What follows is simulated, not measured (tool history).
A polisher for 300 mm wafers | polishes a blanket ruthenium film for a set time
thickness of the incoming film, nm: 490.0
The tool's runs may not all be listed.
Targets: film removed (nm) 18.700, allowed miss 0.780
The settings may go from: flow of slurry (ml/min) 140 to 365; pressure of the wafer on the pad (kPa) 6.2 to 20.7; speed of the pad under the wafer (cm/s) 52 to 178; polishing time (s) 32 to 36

run  hour  flow of slurry (ml/min)  pressure of the wafer on the pad (kPa)  speed of the pad under the wafer (cm/s)  polishing time (s)  film removed (nm)
  1   0.0                      235                                    13.1                                      114                  36             41.895
  2   2.1                      235                                    11.0                                      114                  36             35.595
  3   8.6                      235                                    10.3                                      110                  36             33.159
  4   9.3                      235                                     9.7                                      104                  36             29.115
  5  15.8                      235                                     9.0                                      102                  36             26.349
  6  21.3                      235                                     8.3                                      100                  36             24.376
  7  25.3                      235                                     7.6                                       98                  36             21.838
  8  34.0                      235                                     6.9                                       96                  36             19.365
  9  36.6                      235                                     6.2                                       96                  36             17.606
 10  39.4                      235                                     6.9                                       96                  36             19.161

4 next moves are on the table. One of them brings every result within its allowed miss. Which?
  A  42.2                      215                                     6.9                                      108                  35                  ?
  B  42.2                      340                                     9.0                                       72                  34                  ?
  C  42.2                      235                                     7.6                                       92                  36                  ?
  D  42.2                      240                                     7.6                                       92                  36                  ?

move  film removed (nm)
   A             21.516
   B             19.055
   C             20.979
   D             21.031
A: further off than the last run
B: meets every target
C: further off than the last run
D: further off than the last run
Move B is the one to make.
